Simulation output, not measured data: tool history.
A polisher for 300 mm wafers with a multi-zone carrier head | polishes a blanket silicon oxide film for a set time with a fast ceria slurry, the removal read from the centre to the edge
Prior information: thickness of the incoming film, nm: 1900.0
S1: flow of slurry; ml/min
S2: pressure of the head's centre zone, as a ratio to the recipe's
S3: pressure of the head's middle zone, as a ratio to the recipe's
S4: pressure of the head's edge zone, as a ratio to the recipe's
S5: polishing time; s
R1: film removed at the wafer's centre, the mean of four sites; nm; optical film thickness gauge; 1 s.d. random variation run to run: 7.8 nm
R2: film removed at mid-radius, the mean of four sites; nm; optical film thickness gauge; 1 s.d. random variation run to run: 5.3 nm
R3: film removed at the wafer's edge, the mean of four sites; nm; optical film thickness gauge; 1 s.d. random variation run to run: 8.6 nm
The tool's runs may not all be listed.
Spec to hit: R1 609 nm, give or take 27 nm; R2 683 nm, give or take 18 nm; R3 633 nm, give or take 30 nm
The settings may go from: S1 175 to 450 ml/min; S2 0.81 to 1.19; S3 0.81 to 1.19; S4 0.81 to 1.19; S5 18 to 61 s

run    day   S1    S2    S3    S4  S5      R1      R2      R3
  1      0  290     1     1     1  39  553.79  540.06  543.64
  2    0.3  290     1  1.06     1  39  555.82  562.61  539.29
  3  0.633  290     1  1.06     1  33   466.3  477.91  467.11
  4  0.754  325     1  1.06     1  33  468.94  481.33  460.84
  5   0.95  325     1  1.06  1.03  33  478.35  476.49   459.4
     1.138  -- worn pad replaced by a new one
  6  1.138  325     1  1.06  1.03  40  598.61  609.11  590.24
  7    1.3  340  0.99  1.07  1.04  40  586.96     611  610.72
  8  1.375  355  0.99  1.09  1.03  40  595.34  624.75  596.51
  9  1.721  355  0.99  1.09  1.03  40  620.07  624.48  582.01
 10  1.788  360  0.97  1.11  1.05  40  584.62  637.05   602.6

4 candidate next runs follow, results not yet known. Just one meets every target within its allowed miss. Identify it.
  A  1.854  300  0.93  1.05   1.1  45   ?   ?   ?
  B  1.854  390   1.1  1.03  1.12  38   ?   ?   ?
  C  1.854  265  1.01  1.12  1.12  39   ?   ?   ?
  D  1.854  410  0.95  1.11  1.02  42   ?   ?   ?

move      R1      R2      R3
   A   628.7  676.97  686.48
   B   640.5  573.06  592.82
   C  586.76  608.84  596.03
   D  613.02  670.64  626.25
A: brings the last run's worst result on target, with another outside its allowed miss
B: misses by more than the last run did
C: misses by more than the last run did
D: hits every target within its allowed miss
Go with D: it meets all targets.

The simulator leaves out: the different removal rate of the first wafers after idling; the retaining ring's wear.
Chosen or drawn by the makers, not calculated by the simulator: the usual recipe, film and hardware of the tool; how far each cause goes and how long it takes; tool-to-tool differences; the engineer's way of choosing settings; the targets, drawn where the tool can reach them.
